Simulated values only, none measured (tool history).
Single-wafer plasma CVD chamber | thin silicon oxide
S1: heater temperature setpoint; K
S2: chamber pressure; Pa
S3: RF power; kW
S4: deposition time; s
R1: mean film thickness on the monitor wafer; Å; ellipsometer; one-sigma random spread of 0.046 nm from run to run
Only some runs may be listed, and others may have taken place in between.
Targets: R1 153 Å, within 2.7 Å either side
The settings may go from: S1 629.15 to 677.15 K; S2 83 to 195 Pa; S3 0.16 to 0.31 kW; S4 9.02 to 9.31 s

{"run": 1, "hour": 0.0, "S1": 653.15, "S2": 139, "S3": 0.235, "S4": 9.02, "R1": 191.5}
{"run": 2, "hour": 2.4, "S1": 653.15, "S2": 133, "S3": 0.235, "S4": 9.02, "R1": 187.87}
{"run": 3, "hour": 3.6, "S1": 661.15, "S2": 133, "S3": 0.235, "S4": 9.02, "R1": 187.5}
{"run": 4, "hour": 10.5, "S1": 661.15, "S2": 133, "S3": 0.235, "S4": 9.02, "R1": 187.62}
{"run": 5, "hour": 11.7, "S1": 661.15, "S2": 128, "S3": 0.235, "S4": 9.02, "R1": 184.1}
{"run": 6, "hour": 16.6, "S1": 661.15, "S2": 104, "S3": 0.235, "S4": 9.02, "R1": 162.51}
{"run": 7, "hour": 22.8, "S1": 661.15, "S2": 103, "S3": 0.235, "S4": 9.02, "R1": 159.92}
{"run": 8, "hour": 26.0, "S1": 661.15, "S2": 101, "S3": 0.235, "S4": 9.02, "R1": 159.05}
{"hour": 34.5, "done": "thermocouple changed; heater temperature recalibrated"}
{"run": 9, "hour": 34.5, "S1": 661.15, "S2": 100, "S3": 0.235, "S4": 9.02, "R1": 159.3}
{"run": 10, "hour": 43.0, "S1": 661.15, "S2": 99, "S3": 0.235, "S4": 9.02, "R1": 156.71}

Which single option among these 4 for the next run brings every result within its allowed miss of target? Just one does.
{"run": "A", "hour": 51.5, "S1": 655.15, "S2": 92, "S3": 0.24, "S4": 9.02, "R1": "?"}
{"run": "B", "hour": 51.5, "S1": 653.15, "S2": 108, "S3": 0.22, "S4": 9.17, "R1": "?"}
{"run": "C", "hour": 51.5, "S1": 661.15, "S2": 95, "S3": 0.25, "S4": 9.02, "R1": "?"}
{"run": "D", "hour": 51.5, "S1": 662.15, "S2": 97, "S3": 0.245, "S4": 9.02, "R1": "?"}

move=A R1=154.58
move=B R1=164.48
move=C R1=160.53
move=D R1=161.39
A: in spec on every target
B: further off than the last run
C: further off than the last run
D: further off than the last run
Answer: A
